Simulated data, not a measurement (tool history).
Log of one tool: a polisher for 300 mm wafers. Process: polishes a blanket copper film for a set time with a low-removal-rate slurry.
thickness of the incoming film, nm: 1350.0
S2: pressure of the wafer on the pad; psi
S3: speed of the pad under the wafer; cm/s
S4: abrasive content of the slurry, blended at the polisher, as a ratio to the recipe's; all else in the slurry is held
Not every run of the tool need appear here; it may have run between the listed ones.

{"run": 1, "hour": 0.0, "flow of slurry (ml/min)": 210, "S2": 2.3, "S3": 132, "S4": 1.0, "polishing time (s)": 45, "film removed (Å)": 1647.1}
{"run": 2, "hour": 6.5, "flow of slurry (ml/min)": 210, "S2": 2.7, "S3": 132, "S4": 1.0, "polishing time (s)": 45, "film removed (Å)": 1943.8}
{"run": 3, "hour": 9.4, "flow of slurry (ml/min)": 210, "S2": 2.4, "S3": 132, "S4": 1.0, "polishing time (s)": 45, "film removed (Å)": 1741.5}
{"run": 4, "hour": 18.3, "flow of slurry (ml/min)": 210, "S2": 2.4, "S3": 132, "S4": 0.9, "polishing time (s)": 45, "film removed (Å)": 1698.3}
{"run": 5, "hour": 18.8, "flow of slurry (ml/min)": 210, "S2": 2.4, "S3": 144, "S4": 0.9, "polishing time (s)": 45, "film removed (Å)": 1806.1}
{"run": 6, "hour": 24.5, "flow of slurry (ml/min)": 210, "S2": 2.4, "S3": 144, "S4": 0.9, "polishing time (s)": 45, "film removed (Å)": 1842.6}
{"run": 7, "hour": 31.8, "flow of slurry (ml/min)": 210, "S2": 2.2, "S3": 144, "S4": 0.9, "polishing time (s)": 45, "film removed (Å)": 1708.1}

For run 8, what comes out?
{"run": 8, "hour": 37.0, "flow of slurry (ml/min)": 210, "S2": 2.1, "S3": 144, "S4": 0.9, "polishing time (s)": 45, "film removed (Å)": "?"}

film removed (Å): 1628.3
